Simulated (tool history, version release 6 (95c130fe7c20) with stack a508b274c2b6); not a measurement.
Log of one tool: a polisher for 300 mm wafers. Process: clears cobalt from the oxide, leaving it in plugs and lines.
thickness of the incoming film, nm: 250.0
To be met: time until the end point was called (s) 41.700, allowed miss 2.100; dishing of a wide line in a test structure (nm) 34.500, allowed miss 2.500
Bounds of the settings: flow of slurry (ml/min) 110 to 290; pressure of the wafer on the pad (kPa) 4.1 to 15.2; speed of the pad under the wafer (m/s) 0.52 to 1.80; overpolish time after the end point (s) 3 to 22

run,hour,flow of slurry (ml/min),pressure of the wafer on the pad (kPa),speed of the pad under the wafer (m/s),overpolish time after the end point (s),time until the end point was called (s),dishing of a wide line in a test structure (nm)
1,0.0,185,9.7,1.16,11,58.523,30.897
2,2.4,185,9.7,0.90,11,74.201,26.350
3,6.8,185,9.7,0.90,7,73.266,18.929
4,13.9,155,9.7,0.90,7,76.269,18.962
# hour 21.8: head pressure recalibrated
5,21.8,185,9.7,0.90,7,77.458,17.935
6,25.0,140,9.7,0.90,7,79.903,17.496
7,27.5,145,10.3,0.90,7,79.010,19.344
8,35.8,155,11.0,0.94,7,69.558,20.128
9,42.6,160,11.7,0.96,7,62.612,21.005

Which of these 5 next moves meets every target?
A,49.4,155,12.4,1.32,9,?,?
B,49.4,130,11.7,0.62,12,?,?
C,49.4,135,10.3,0.70,7,?,?
D,49.4,165,13.8,1.18,7,?,?
E,49.4,160,12.4,1.40,11,?,?

move,time until the end point was called (s),dishing of a wide line in a test structure (nm)
A,44.263,29.306
B,99.740,21.483
C,97.890,14.545
D,44.558,25.380
E,41.547,33.082
A: nearer than the last run, and not there yet
B: further off than the last run
C: further off than the last run
D: nearer than the last run, and not there yet
E: meets every target
Move E is the one to make.
